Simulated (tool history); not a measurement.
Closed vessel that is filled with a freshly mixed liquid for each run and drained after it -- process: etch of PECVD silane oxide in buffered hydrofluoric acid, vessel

| run | day | temperature setpoint of the liquid (°C) | parts of 40 % ammonium fluoride to one part of 49 % hydrofluoric acid (parts by volume) | time in the liquid (s) | thickness taken off the PECVD silane oxide on a monitor wafer (nm) |
|---|---|---|---|---|---|
| 1 | 0.000 | 21.0 | 11.5 | 105 | 228.99 |
| 2 | 0.125 | 22.5 | 11.5 | 105 | 251.46 |
| 3 | 0.288 | 23.5 | 11.5 | 105 | 265.86 |
| 4 | 0.500 | 24.5 | 11.5 | 105 | 276.46 |
| 5 | 0.633 | 25.5 | 11.5 | 105 | 293.48 |
| 6 | 0.950 | 26.0 | 11.5 | 105 | 302.19 |
| 7 | 1.192 | 26.5 | 11.5 | 105 | 310.15 |

The next listed run, before its measurement:
| 8 | 1.496 | 27.0 | 11.5 | 105 | ? |

Logged for run 8: thickness taken off the PECVD silane oxide on a monitor wafer (nm) 317.02.

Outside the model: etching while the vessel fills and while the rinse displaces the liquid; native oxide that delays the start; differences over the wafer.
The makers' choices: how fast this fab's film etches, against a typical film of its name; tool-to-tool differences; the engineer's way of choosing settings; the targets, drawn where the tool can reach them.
